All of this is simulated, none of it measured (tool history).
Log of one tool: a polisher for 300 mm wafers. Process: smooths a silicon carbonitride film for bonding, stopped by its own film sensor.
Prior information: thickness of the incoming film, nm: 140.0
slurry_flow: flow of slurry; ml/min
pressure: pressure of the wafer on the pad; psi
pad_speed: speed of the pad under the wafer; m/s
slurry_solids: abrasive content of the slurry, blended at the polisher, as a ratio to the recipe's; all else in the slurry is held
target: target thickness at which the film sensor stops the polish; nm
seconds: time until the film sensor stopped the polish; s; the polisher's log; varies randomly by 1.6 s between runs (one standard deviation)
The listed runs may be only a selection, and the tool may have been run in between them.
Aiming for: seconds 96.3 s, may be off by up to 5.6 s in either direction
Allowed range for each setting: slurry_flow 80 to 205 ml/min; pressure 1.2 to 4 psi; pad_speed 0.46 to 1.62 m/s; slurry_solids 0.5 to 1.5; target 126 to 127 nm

run 1 hour=0 | slurry_flow=135 pressure=2.6 pad_speed=1.04 slurry_solids=1 target=126 | seconds=38.302
run 2 hour=5.7 | slurry_flow=135 pressure=2.6 pad_speed=1.04 slurry_solids=0.9 target=126 | seconds=40.872
run 3 hour=8.2 | slurry_flow=135 pressure=2.4 pad_speed=0.98 slurry_solids=0.9 target=126 | seconds=47.639
run 4 hour=12.5 | slurry_flow=135 pressure=2.2 pad_speed=0.96 slurry_solids=0.9 target=126 | seconds=50.37
run 5 hour=15.7 | slurry_flow=135 pressure=2 pad_speed=0.9 slurry_solids=0.9 target=126 | seconds=59.717
run 6 hour=17.5 | slurry_flow=110 pressure=2 pad_speed=0.9 slurry_solids=0.9 target=126 | seconds=59.12
run 7 hour=19.3 | slurry_flow=110 pressure=1.9 pad_speed=0.86 slurry_solids=0.9 target=126 | seconds=64.589
run 8 hour=21.8 | slurry_flow=110 pressure=1.8 pad_speed=0.84 slurry_solids=0.9 target=126 | seconds=71.262
run 9 hour=28.2 | slurry_flow=110 pressure=1.7 pad_speed=0.84 slurry_solids=0.9 target=126 | seconds=72.301
run 10 hour=30 | slurry_flow=110 pressure=1.6 pad_speed=0.82 slurry_solids=0.9 target=126 | seconds=79.161
run 11 hour=33.2 | slurry_flow=110 pressure=1.5 pad_speed=0.82 slurry_solids=0.9 target=126 | seconds=84.437
run 12 hour=41.3 | slurry_flow=110 pressure=1.4 pad_speed=0.82 slurry_solids=0.9 target=126 | seconds=87.366

4 next moves are on the table. One of them brings every result within its allowed miss. Which?
run A hour=49.4 | slurry_flow=80 pressure=1.9 pad_speed=0.72 slurry_solids=0.55 target=127 | seconds=?
run B hour=49.4 | slurry_flow=105 pressure=1.4 pad_speed=0.82 slurry_solids=0.9 target=127 | seconds=?
run C hour=49.4 | slurry_flow=95 pressure=1.3 pad_speed=0.54 slurry_solids=1.3 target=126 | seconds=?
run D hour=49.4 | slurry_flow=80 pressure=1.4 pad_speed=0.84 slurry_solids=0.65 target=126 | seconds=?

move=A seconds=99.046
move=B seconds=84.25
move=C seconds=114.64
move=D seconds=111.74
A: all results land within tolerance of their targets
B: further off than the last run
C: takes the result that was furthest off past its target
D: takes the result that was furthest off past its target
A is the move that brings every result within its allowed miss.
